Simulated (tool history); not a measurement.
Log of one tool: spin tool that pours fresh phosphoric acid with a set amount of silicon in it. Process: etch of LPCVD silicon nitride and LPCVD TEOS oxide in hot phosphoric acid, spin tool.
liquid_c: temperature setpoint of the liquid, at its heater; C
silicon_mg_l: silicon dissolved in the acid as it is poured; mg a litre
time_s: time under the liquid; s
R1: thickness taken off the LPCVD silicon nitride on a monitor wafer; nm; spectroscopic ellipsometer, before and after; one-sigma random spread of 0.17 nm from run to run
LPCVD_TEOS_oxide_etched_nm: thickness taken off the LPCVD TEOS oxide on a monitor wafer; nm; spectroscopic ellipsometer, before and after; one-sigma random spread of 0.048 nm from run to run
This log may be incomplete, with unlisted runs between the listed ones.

Run 1, day 0.000: liquid_c 161.0 C, silicon_mg_l 17.5 mg a litre, time_s 180 s. Result: R1 16.6740 nm, LPCVD_TEOS_oxide_etched_nm 0.70642 nm.
Run 2, day 0.188: liquid_c 161.0 C, silicon_mg_l 17.5 mg a litre, time_s 125 s. Result: R1 11.3580 nm, LPCVD_TEOS_oxide_etched_nm 0.46656 nm.
Run 3, day 0.321: liquid_c 159.5 C, silicon_mg_l 17.5 mg a litre, time_s 125 s. Result: R1 10.8970 nm, LPCVD_TEOS_oxide_etched_nm 0.40425 nm.
Run 4, day 0.579: liquid_c 159.5 C, silicon_mg_l 25.5 mg a litre, time_s 125 s. Result: R1 10.7170 nm, LPCVD_TEOS_oxide_etched_nm 0.34003 nm.
Run 5, day 0.654: liquid_c 159.5 C, silicon_mg_l 25.5 mg a litre, time_s 75 s. Result: R1 6.5906 nm, LPCVD_TEOS_oxide_etched_nm 0.20460 nm.
Run 6, day 0.767: liquid_c 159.5 C, silicon_mg_l 23.0 mg a litre, time_s 95 s. Result: R1 8.2506 nm, LPCVD_TEOS_oxide_etched_nm 0.26133 nm.
Run 7, day 0.800: liquid_c 159.5 C, silicon_mg_l 21.0 mg a litre, time_s 110 s. Result: R1 9.6087 nm, LPCVD_TEOS_oxide_etched_nm 0.32647 nm.
Run 8, day 1.025: liquid_c 159.5 C, silicon_mg_l 19.0 mg a litre, time_s 125 s. Result: R1 11.0920 nm, LPCVD_TEOS_oxide_etched_nm 0.38107 nm.

Run 9 is up next; what results do you expect?
Run 9, day 1.167: liquid_c 162.0 C, silicon_mg_l 8.0 mg a litre, time_s 215 s. Result: R1 ?, LPCVD_TEOS_oxide_etched_nm ?.

R1: 20.3850 nm
LPCVD_TEOS_oxide_etched_nm: 1.00350 nm
